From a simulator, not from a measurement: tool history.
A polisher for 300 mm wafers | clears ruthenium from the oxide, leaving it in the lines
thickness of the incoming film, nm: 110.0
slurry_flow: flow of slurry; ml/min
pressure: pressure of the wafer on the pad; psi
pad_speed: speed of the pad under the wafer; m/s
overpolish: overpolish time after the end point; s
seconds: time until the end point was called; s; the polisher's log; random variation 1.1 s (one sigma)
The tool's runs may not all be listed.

run 1 hour=0 | slurry_flow=200 pressure=2.6 pad_speed=0.84 overpolish=12 | seconds=107.66
run 2 hour=4.2 | slurry_flow=200 pressure=2.8 pad_speed=0.84 overpolish=12 | seconds=104.03
run 3 hour=10 | slurry_flow=200 pressure=2.8 pad_speed=0.84 overpolish=12 | seconds=105
run 4 hour=15.6 | slurry_flow=200 pressure=2.3 pad_speed=0.84 overpolish=12 | seconds=114.14
run 5 hour=18.5 | slurry_flow=200 pressure=2.7 pad_speed=0.86 overpolish=12 | seconds=102.17
run 6 hour=27.4 | slurry_flow=225 pressure=2.7 pad_speed=0.86 overpolish=12 | seconds=103.11
run 7 hour=28.3 | slurry_flow=225 pressure=3 pad_speed=0.88 overpolish=12 | seconds=91.965
run 8 hour=29.2 | slurry_flow=225 pressure=3.1 pad_speed=0.88 overpolish=12 | seconds=91.467

Forecast run 9:
run 9 hour=30.9 | slurry_flow=225 pressure=3.3 pad_speed=0.88 overpolish=12 | seconds=?

{"run 9": {"seconds": 86.577}}

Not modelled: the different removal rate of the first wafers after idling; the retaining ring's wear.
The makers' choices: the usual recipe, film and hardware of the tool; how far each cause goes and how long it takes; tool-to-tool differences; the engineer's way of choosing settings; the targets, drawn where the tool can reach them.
